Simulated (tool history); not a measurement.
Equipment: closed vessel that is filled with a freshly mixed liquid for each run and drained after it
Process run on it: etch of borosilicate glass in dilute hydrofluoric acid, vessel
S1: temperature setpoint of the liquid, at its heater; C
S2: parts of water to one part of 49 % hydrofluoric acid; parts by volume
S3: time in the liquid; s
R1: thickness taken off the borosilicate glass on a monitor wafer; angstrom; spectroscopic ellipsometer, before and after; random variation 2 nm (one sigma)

{"run": 1, "hour": 0.0, "S1": 26, "S2": 40, "S3": 95, "R1": 1676.9}
{"run": 2, "hour": 6.7, "S1": 24.5, "S2": 40, "S3": 95, "R1": 1576.5}
{"run": 3, "hour": 12.6, "S1": 27, "S2": 40, "S3": 95, "R1": 1777.1}
{"run": 4, "hour": 13.8, "S1": 29, "S2": 40, "S3": 95, "R1": 1911.9}
{"run": 5, "hour": 20.0, "S1": 32, "S2": 40, "S3": 95, "R1": 2161.9}
{"run": 6, "hour": 29.0, "S1": 32, "S2": 55, "S3": 95, "R1": 1528.3}

For run 7, what comes out?
{"run": 7, "hour": 35.5, "S1": 32.5, "S2": 50, "S3": 95, "R1": "?"}

Run 7 came out at R1 1732.5 angstrom.

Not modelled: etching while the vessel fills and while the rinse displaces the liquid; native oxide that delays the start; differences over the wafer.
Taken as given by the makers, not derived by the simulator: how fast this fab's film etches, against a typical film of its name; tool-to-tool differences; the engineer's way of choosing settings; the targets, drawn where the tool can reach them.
